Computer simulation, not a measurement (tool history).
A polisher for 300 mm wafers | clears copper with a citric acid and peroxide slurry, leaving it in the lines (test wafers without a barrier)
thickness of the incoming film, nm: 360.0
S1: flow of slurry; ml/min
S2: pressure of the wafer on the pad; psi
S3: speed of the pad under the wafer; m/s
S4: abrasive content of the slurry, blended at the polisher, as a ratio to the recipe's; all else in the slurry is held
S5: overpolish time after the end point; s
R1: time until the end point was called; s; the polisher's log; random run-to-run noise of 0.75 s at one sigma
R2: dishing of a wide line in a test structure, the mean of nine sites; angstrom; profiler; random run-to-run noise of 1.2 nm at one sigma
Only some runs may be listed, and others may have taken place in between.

run,day,S1,S2,S3,S4,S5,R1,R2
1,0.000,230,3.3,1.20,1.0,20,105.92,465.61
2,0.217,230,3.3,1.06,1.0,20,116.44,440.16
3,0.471,170,3.3,1.06,1.0,20,125.82,397.46
4,0.662,170,3.3,1.06,1.0,14,123.83,298.54
5,0.846,170,2.7,1.06,1.0,14,148.47,245.30
6,1.104,170,2.7,1.06,1.0,19,151.87,316.69
7,1.225,185,2.9,1.06,1.0,19,138.37,345.77
8,1.279,200,3.1,1.06,1.0,19,128.89,379.97

Run 9, settings as shown, results not yet in. Your forecast:
9,1.525,210,3.3,1.06,1.0,19,?,?

Run 9 measured R1 120.01 s, R2 395.93 angstrom.
